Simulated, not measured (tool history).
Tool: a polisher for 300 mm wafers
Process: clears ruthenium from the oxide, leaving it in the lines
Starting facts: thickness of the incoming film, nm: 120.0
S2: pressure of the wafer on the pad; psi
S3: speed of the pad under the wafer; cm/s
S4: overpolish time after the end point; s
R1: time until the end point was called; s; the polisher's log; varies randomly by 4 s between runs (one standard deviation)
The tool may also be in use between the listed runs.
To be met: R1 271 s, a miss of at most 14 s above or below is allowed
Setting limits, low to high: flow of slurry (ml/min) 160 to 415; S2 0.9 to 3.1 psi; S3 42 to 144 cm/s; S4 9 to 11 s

{"run": 1, "day": 0.0, "flow of slurry (ml/min)": 265, "S2": 2, "S3": 92, "S4": 11, "R1": 125.91}
{"run": 2, "day": 0.125, "flow of slurry (ml/min)": 265, "S2": 1.6, "S3": 92, "S4": 11, "R1": 142.47}
{"run": 3, "day": 0.283, "flow of slurry (ml/min)": 260, "S2": 1.4, "S3": 80, "S4": 11, "R1": 177.18}
{"run": 4, "day": 0.546, "flow of slurry (ml/min)": 260, "S2": 1.2, "S3": 74, "S4": 11, "R1": 206.09}
{"run": 5, "day": 0.833, "flow of slurry (ml/min)": 260, "S2": 1.1, "S3": 70, "S4": 11, "R1": 227.66}
{"run": 6, "day": 1.096, "flow of slurry (ml/min)": 260, "S2": 1.1, "S3": 70, "S4": 9, "R1": 216.94}
{"run": 7, "day": 1.188, "flow of slurry (ml/min)": 260, "S2": 1, "S3": 66, "S4": 9, "R1": 247.69}
{"run": 8, "day": 1.496, "flow of slurry (ml/min)": 260, "S2": 1, "S3": 64, "S4": 9, "R1": 255.17}

Exercise: of the 5 proposed moves below, exactly one satisfies all targets within the stated allowed misses. Which move is it?
{"run": "A", "day": 1.804, "flow of slurry (ml/min)": 290, "S2": 1.1, "S3": 60, "S4": 9, "R1": "?"}
{"run": "B", "day": 1.804, "flow of slurry (ml/min)": 305, "S2": 1.2, "S3": 64, "S4": 11, "R1": "?"}
{"run": "C", "day": 1.804, "flow of slurry (ml/min)": 230, "S2": 0.9, "S3": 72, "S4": 9, "R1": "?"}
{"run": "D", "day": 1.804, "flow of slurry (ml/min)": 230, "S2": 1.5, "S3": 44, "S4": 11, "R1": "?"}
{"run": "E", "day": 1.804, "flow of slurry (ml/min)": 285, "S2": 1.5, "S3": 54, "S4": 9, "R1": "?"}

move=A R1=249.13
move=B R1=225.68
move=C R1=241.84
move=D R1=273
move=E R1=229.62
A: moves away from the targets compared with the last run
B: moves away from the targets compared with the last run
C: moves away from the targets compared with the last run
D: every result within its allowed miss
E: moves away from the targets compared with the last run
Answer: D
